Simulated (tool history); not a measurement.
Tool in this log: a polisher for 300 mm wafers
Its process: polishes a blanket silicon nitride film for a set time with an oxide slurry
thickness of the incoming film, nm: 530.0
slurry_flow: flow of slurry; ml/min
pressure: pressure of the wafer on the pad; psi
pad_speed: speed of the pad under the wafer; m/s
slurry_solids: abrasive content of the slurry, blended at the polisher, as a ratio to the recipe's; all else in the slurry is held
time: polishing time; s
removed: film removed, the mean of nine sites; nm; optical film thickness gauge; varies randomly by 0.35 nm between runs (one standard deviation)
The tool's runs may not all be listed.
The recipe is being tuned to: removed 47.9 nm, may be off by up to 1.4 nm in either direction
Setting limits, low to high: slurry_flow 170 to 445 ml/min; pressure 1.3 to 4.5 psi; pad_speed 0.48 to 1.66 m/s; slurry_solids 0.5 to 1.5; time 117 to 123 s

run	hour	slurry_flow	pressure	pad_speed	slurry_solids	time	removed
1	0	285	2.9	1.06	1	117	62.123
2	1	285	2.9	1.06	0.8	117	53.227
3	4.2	310	2.9	1.06	0.8	117	53.183
4	6.2	365	2.9	1.06	0.8	117	54.499
5	13.7	365	2.8	1.06	0.8	117	52.198
6	21.9	365	2.8	1.22	0.8	117	58.787
7	24.1	365	2.7	1.22	0.8	117	55.528
8	29.5	365	2.6	1.22	0.8	117	55.146
9	33.9	365	2.5	1.22	0.8	117	53.09
10	35.2	365	2.4	1.22	0.8	117	49.747

5 candidate next runs follow, results not yet known. Just one meets every target within its allowed miss. Identify it.
A	36.5	365	2.4	1.32	0.7	123	?
B	36.5	335	2.3	1.32	0.75	123	?
C	36.5	325	2.1	1.12	0.95	123	?
D	36.5	395	2.3	1.22	0.8	122	?
E	36.5	370	2.3	1.1	1	117	?

move	removed
A	50.542
B	50.937
C	47.996
D	50.343
E	51.103
A: further off than the last run
B: further off than the last run
C: hits every target within its allowed miss
D: further off than the last run
E: further off than the last run
So the answer is move C, the one that meets all the targets.
